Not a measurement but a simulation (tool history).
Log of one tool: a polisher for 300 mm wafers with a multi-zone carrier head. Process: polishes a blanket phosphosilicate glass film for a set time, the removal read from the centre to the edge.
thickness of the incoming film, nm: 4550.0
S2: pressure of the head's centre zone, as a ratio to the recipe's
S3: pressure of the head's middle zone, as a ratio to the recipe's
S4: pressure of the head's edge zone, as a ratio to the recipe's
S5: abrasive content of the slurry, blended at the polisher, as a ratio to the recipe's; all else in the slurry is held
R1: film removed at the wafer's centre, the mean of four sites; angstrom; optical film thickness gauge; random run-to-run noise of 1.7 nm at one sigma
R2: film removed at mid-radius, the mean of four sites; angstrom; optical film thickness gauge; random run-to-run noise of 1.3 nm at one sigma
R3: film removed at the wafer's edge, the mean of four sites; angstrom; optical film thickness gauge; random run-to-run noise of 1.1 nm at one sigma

run 1 day=0.000 | flow_of_slurry_(ml/min)=315 S2=1.00 S3=1.00 S4=1.00 S5=1.00 polishing_time_(s)=43 | R1=2121.1 R2=2223.0 R3=2141.6
run 2 day=0.262 | flow_of_slurry_(ml/min)=315 S2=1.03 S3=0.96 S4=0.96 S5=0.85 polishing_time_(s)=40 | R1=1872.6 R2=1791.2 R3=1805.7
run 3 day=0.446 | flow_of_slurry_(ml/min)=315 S2=1.05 S3=0.96 S4=0.92 S5=0.75 polishing_time_(s)=38 | R1=1685.6 R2=1548.1 R3=1539.2
run 4 day=0.683 | flow_of_slurry_(ml/min)=315 S2=1.05 S3=1.04 S4=0.92 S5=0.75 polishing_time_(s)=38 | R1=1632.9 R2=1652.0 R3=1527.0
run 5 day=0.917 | flow_of_slurry_(ml/min)=305 S2=1.05 S3=1.00 S4=0.89 S5=0.70 polishing_time_(s)=38 | R1=1566.1 R2=1540.9 R3=1434.3
run 6 day=1.183 | flow_of_slurry_(ml/min)=290 S2=1.05 S3=0.96 S4=0.87 S5=0.65 polishing_time_(s)=38 | R1=1445.0 R2=1391.5 R3=1354.6
run 7 day=1.229 | flow_of_slurry_(ml/min)=280 S2=1.07 S3=0.95 S4=0.86 S5=0.65 polishing_time_(s)=38 | R1=1497.1 R2=1373.1 R3=1329.6

Run 8, settings as shown, results not yet in. Your forecast:
run 8 day=1.329 | flow_of_slurry_(ml/min)=280 S2=1.07 S3=0.95 S4=0.86 S5=0.65 polishing_time_(s)=38 | R1=? R2=? R3=?

Run 8 yielded R1 1481.5 angstrom, R2 1405.9 angstrom, R3 1346.5 angstrom.

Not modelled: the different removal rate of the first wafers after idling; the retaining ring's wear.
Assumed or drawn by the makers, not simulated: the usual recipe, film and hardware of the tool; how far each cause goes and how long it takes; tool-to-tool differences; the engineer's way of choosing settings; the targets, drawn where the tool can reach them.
